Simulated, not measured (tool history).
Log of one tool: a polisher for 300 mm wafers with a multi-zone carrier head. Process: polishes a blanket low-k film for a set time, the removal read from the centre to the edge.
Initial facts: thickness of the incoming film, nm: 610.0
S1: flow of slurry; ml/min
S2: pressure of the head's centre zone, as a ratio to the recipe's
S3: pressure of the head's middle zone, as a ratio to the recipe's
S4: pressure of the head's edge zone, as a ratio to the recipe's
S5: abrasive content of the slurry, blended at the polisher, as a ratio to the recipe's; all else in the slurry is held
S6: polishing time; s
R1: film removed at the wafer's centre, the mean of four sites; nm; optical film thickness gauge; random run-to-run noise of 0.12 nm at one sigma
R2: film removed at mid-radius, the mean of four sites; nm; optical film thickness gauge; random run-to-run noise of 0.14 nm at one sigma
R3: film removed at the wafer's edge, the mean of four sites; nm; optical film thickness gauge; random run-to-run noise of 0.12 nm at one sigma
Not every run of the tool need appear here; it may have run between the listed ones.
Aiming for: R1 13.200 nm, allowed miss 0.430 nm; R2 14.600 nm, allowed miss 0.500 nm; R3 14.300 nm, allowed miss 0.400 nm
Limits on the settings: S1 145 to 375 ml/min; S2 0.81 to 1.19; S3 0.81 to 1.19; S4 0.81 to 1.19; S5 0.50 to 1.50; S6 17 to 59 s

run 1 hour=0.0 | S1=240 S2=1.00 S3=1.00 S4=1.00 S5=1.00 S6=38 | R1=13.336 R2=11.802 R3=11.645
run 2 hour=4.1 | S1=250 S2=0.97 S3=1.03 S4=1.05 S5=1.05 S6=38 | R1=13.229 R2=12.241 R3=12.232
run 3 hour=10.5 | S1=250 S2=0.97 S3=1.03 S4=1.01 S5=1.05 S6=38 | R1=13.151 R2=12.470 R3=12.046
run 4 hour=15.1 | S1=250 S2=0.97 S3=1.11 S4=1.01 S5=1.05 S6=38 | R1=13.309 R2=12.755 R3=12.015
run 5 hour=23.6 | S1=250 S2=0.97 S3=1.11 S4=1.01 S5=0.95 S6=38 | R1=12.433 R2=12.158 R3=11.332
run 6 hour=25.4 | S1=260 S2=0.94 S3=1.13 S4=1.05 S5=1.00 S6=38 | R1=12.685 R2=13.038 R3=11.914
run 7 hour=30.0 | S1=260 S2=0.94 S3=1.13 S4=1.05 S5=1.00 S6=38 | R1=12.460 R2=12.615 R3=12.148
-- hour=33.6 centre zone pressure recalibrated
run 8 hour=33.6 | S1=275 S2=0.92 S3=1.15 S4=1.06 S5=1.05 S6=38 | R1=11.907 R2=13.431 R3=12.373
run 9 hour=42.7 | S1=275 S2=0.92 S3=1.15 S4=1.06 S5=1.05 S6=38 | R1=11.948 R2=13.236 R3=12.409
run 10 hour=43.4 | S1=285 S2=0.93 S3=1.15 S4=1.09 S5=1.10 S6=38 | R1=12.173 R2=13.858 R3=12.868
run 11 hour=46.7 | S1=300 S2=0.98 S3=1.08 S4=1.19 S5=1.25 S6=38 | R1=13.722 R2=14.285 R3=14.877
run 12 hour=52.9 | S1=300 S2=0.98 S3=1.08 S4=1.19 S5=1.25 S6=38 | R1=13.823 R2=14.352 R3=14.804
run 13 hour=59.6 | S1=300 S2=0.97 S3=1.09 S4=1.18 S5=1.25 S6=38 | R1=13.885 R2=14.257 R3=14.629

Which one of the following 4 next-run settings gets every result inside its allowed miss? There is exactly one.
run A hour=66.3 | S1=260 S2=0.99 S3=0.95 S4=1.19 S5=1.15 S6=42 | R1=? R2=? R3=?
run B hour=66.3 | S1=305 S2=0.93 S3=1.11 S4=1.13 S5=1.00 S6=43 | R1=? R2=? R3=?
run C hour=66.3 | S1=275 S2=1.02 S3=1.03 S4=1.15 S5=1.30 S6=38 | R1=? R2=? R3=?
run D hour=66.3 | S1=285 S2=1.05 S3=1.04 S4=1.19 S5=1.25 S6=37 | R1=? R2=? R3=?

move=A R1=14.732 R2=13.631 R3=15.470
move=B R1=13.178 R2=14.425 R3=14.247
move=C R1=14.739 R2=13.965 R3=14.710
move=D R1=14.536 R2=13.458 R3=14.326
A: moves away from the targets compared with the last run
B: meets every target
C: moves away from the targets compared with the last run
D: moves away from the targets compared with the last run
B is the move that brings every result within its allowed miss.
